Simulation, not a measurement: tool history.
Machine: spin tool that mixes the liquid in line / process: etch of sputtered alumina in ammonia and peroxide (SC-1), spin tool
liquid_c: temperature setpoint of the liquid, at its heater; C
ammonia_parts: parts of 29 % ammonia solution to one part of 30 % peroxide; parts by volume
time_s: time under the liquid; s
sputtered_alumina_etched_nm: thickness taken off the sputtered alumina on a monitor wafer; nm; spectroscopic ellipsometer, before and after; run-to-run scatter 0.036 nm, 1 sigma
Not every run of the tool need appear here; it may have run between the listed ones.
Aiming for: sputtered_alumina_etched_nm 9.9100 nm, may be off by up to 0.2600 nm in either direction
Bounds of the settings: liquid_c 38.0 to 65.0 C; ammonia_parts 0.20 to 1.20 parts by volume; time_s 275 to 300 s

run,hour,liquid_c,ammonia_parts,time_s,sputtered_alumina_etched_nm
1,0.0,49.0,1.00,275,16.8800
2,3.2,47.5,1.00,275,15.6130
3,8.8,54.0,1.00,275,22.3110
4,13.8,48.5,1.00,275,16.5370
5,22.0,54.5,1.00,275,22.9350
6,29.7,54.5,0.80,275,22.2100
7,36.3,52.5,0.80,275,20.0970
8,41.7,44.5,0.75,275,12.7310
9,44.2,44.0,0.75,275,12.4220
10,47.1,43.5,0.75,275,12.0570
11,53.5,43.0,0.75,275,11.6580

Exercise: of the 5 proposed moves below, exactly one satisfies all targets within the stated allowed misses. Which move is it?
A,59.9,41.5,0.80,275,?
B,59.9,44.5,0.90,300,?
C,59.9,39.5,0.80,280,?
D,59.9,46.0,0.55,275,?
E,59.9,39.5,0.65,275,?

move,sputtered_alumina_etched_nm
A,10.8510
B,14.2370
C,9.8230
D,13.5600
E,9.4577
A: an improvement on the last run, though not all results are within tolerance
B: misses by more than the last run did
C: in spec on every target
D: misses by more than the last run did
E: the result that was furthest off in the last run now lies on the other side of its target
C is the move that brings every result within its allowed miss.

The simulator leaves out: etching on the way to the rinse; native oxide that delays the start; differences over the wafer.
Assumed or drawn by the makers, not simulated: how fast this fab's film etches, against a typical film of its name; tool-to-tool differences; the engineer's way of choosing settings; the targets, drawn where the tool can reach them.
